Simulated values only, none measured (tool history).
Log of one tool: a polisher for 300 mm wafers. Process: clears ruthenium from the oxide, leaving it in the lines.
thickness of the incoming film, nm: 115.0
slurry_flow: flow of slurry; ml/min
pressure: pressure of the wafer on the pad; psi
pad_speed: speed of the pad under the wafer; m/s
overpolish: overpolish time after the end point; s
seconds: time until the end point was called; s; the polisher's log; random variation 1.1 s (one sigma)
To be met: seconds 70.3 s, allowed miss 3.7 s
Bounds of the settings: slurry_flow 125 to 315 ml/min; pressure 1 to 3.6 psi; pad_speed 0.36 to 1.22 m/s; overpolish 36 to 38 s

run  hour  slurry_flow  pressure  pad_speed  overpolish  seconds
  1     0          205       2.3       0.78          36   106.66
  2   8.2          205       2.4       0.78          36   104.41
  3  11.1          205       2.5       0.78          36   99.903
  4  16.2          205       2.6       0.78          36    96.24
  5  19.8          205       2.7       0.78          36    91.46
  6  21.6          205       2.7       0.78          38   90.833
  7  24.5          205       2.8       0.78          38   89.137
  8  26.3          205       2.9       0.78          38   86.354
  9  29.5          205         3       0.78          38   82.528
 10  36.9          205       3.2       0.78          38   78.273

5 next moves are on the table. One of them brings every result within its allowed miss. Which?
  A  44.3          170       2.5       0.98          38        ?
  B  44.3          215       2.8       0.72          36        ?
  C  44.3          210         3       0.82          36        ?
  D  44.3          235       3.4        0.8          36        ?
  E  44.3          160         3       0.78          38        ?

move  seconds
   A   84.534
   B   96.103
   C   79.632
   D     70.4
   E   90.023
A: further off than the last run
B: further off than the last run
C: further off than the last run
D: meets every target
E: further off than the last run
Answer: D
